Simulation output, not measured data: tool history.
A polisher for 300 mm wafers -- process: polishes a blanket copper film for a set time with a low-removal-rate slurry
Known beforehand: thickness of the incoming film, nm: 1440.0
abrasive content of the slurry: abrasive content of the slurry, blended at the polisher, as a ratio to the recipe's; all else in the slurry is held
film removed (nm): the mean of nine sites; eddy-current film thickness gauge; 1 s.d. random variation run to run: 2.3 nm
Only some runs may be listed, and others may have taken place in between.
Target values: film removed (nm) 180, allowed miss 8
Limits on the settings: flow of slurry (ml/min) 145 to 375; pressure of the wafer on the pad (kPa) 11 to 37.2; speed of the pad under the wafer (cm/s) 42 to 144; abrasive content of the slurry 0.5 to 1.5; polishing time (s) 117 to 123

run	hour	flow of slurry (ml/min)	pressure of the wafer on the pad (kPa)	speed of the pad under the wafer (cm/s)	abrasive content of the slurry	polishing time (s)	film removed (nm)
1	0	240	24.1	92	1	117	415.67
2	3.4	240	24.1	92	1	117	442.75
3	8.5	240	24.1	92	1	117	431.39
4	10.6	240	21.4	84	1	117	347.82
5	14.8	240	19.3	80	1	117	308.81
6	19.9	290	19.3	80	1	117	303.21
7	21.7	290	17.2	76	1	117	256.77
8	30.3	290	15.9	74	1	117	239.6
9	35.6	290	14.5	72	1	117	213.5
10	36.4	290	13.8	72	1	117	204.86
11	37	290	13.1	72	1	117	194.87
12	41.5	290	11	72	1	117	167.88

5 next moves are on the table. One of them brings every result within its allowed miss. Which?
A	46	275	11.7	62	1.05	117	?
B	46	315	16.5	56	0.9	122	?
C	46	300	11	62	1.4	118	?
D	46	205	13.1	70	0.95	117	?
E	46	320	14.5	50	1.15	122	?

move	film removed (nm)
A	150.93
B	189.94
C	158.55
D	175.49
E	162.96
A: further off than the last run
B: pushes the last run's worst result past its target
C: further off than the last run
D: in spec on every target
E: further off than the last run
Go with D: it meets all targets.

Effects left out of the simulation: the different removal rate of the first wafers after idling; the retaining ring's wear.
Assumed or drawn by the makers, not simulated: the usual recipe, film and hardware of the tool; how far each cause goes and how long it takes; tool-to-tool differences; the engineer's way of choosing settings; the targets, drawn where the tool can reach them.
